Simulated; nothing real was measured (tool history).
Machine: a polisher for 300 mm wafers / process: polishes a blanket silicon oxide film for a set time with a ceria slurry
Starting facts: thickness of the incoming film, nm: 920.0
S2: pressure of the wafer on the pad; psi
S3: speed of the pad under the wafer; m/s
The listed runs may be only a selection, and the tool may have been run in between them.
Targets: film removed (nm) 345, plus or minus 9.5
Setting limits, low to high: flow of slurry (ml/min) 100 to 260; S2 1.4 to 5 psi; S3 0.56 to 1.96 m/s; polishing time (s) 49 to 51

{"run": 1, "hour": 0.0, "flow of slurry (ml/min)": 165, "S2": 3.2, "S3": 1.26, "polishing time (s)": 49, "film removed (nm)": 265.93}
{"run": 2, "hour": 6.4, "flow of slurry (ml/min)": 205, "S2": 3.2, "S3": 1.26, "polishing time (s)": 49, "film removed (nm)": 270.14}
{"run": 3, "hour": 12.9, "flow of slurry (ml/min)": 205, "S2": 3.3, "S3": 1.26, "polishing time (s)": 49, "film removed (nm)": 279.42}
{"run": 4, "hour": 17.9, "flow of slurry (ml/min)": 205, "S2": 3.3, "S3": 1.26, "polishing time (s)": 51, "film removed (nm)": 289.57}
{"run": 5, "hour": 20.8, "flow of slurry (ml/min)": 205, "S2": 3, "S3": 1.26, "polishing time (s)": 51, "film removed (nm)": 273.02}
{"run": 6, "hour": 28.0, "flow of slurry (ml/min)": 175, "S2": 3, "S3": 1.26, "polishing time (s)": 51, "film removed (nm)": 265.41}
{"run": 7, "hour": 36.1, "flow of slurry (ml/min)": 175, "S2": 3.2, "S3": 1.26, "polishing time (s)": 51, "film removed (nm)": 277.86}
{"run": 8, "hour": 39.7, "flow of slurry (ml/min)": 180, "S2": 3.3, "S3": 1.26, "polishing time (s)": 51, "film removed (nm)": 285.05}
{"run": 9, "hour": 45.1, "flow of slurry (ml/min)": 185, "S2": 3.4, "S3": 1.26, "polishing time (s)": 51, "film removed (nm)": 292.93}
{"run": 10, "hour": 49.9, "flow of slurry (ml/min)": 190, "S2": 3.5, "S3": 1.26, "polishing time (s)": 51, "film removed (nm)": 298.52}
{"run": 11, "hour": 54.5, "flow of slurry (ml/min)": 190, "S2": 3.6, "S3": 1.26, "polishing time (s)": 51, "film removed (nm)": 308.02}
{"run": 12, "hour": 58.0, "flow of slurry (ml/min)": 190, "S2": 3.7, "S3": 1.26, "polishing time (s)": 51, "film removed (nm)": 314.91}
{"run": 13, "hour": 65.5, "flow of slurry (ml/min)": 190, "S2": 3.8, "S3": 1.26, "polishing time (s)": 51, "film removed (nm)": 317.47}
{"run": 14, "hour": 66.4, "flow of slurry (ml/min)": 190, "S2": 3.9, "S3": 1.26, "polishing time (s)": 51, "film removed (nm)": 326.98}
{"run": 15, "hour": 68.8, "flow of slurry (ml/min)": 195, "S2": 4, "S3": 1.26, "polishing time (s)": 51, "film removed (nm)": 331.97}

Next run, 5 choices. One meets every target within its allowed miss, the rest don't. Which?
{"run": "A", "hour": 71.2, "flow of slurry (ml/min)": 180, "S2": 4.1, "S3": 1.2, "polishing time (s)": 51, "film removed (nm)": "?"}
{"run": "B", "hour": 71.2, "flow of slurry (ml/min)": 245, "S2": 4.7, "S3": 1.06, "polishing time (s)": 50, "film removed (nm)": "?"}
{"run": "C", "hour": 71.2, "flow of slurry (ml/min)": 200, "S2": 4, "S3": 1.28, "polishing time (s)": 49, "film removed (nm)": "?"}
{"run": "D", "hour": 71.2, "flow of slurry (ml/min)": 205, "S2": 3.2, "S3": 1.56, "polishing time (s)": 51, "film removed (nm)": "?"}
{"run": "E", "hour": 71.2, "flow of slurry (ml/min)": 235, "S2": 3.3, "S3": 1.38, "polishing time (s)": 51, "film removed (nm)": "?"}

move=A film_removed_(nm)=321.33
move=B film_removed_(nm)=320.97
move=C film_removed_(nm)=326.32
move=D film_removed_(nm)=350.03
move=E film_removed_(nm)=322.08
A: the biggest miss grows against the last run
B: the biggest miss grows against the last run
C: the biggest miss grows against the last run
D: in spec on every target
E: the biggest miss grows against the last run
Move D is the one to make.

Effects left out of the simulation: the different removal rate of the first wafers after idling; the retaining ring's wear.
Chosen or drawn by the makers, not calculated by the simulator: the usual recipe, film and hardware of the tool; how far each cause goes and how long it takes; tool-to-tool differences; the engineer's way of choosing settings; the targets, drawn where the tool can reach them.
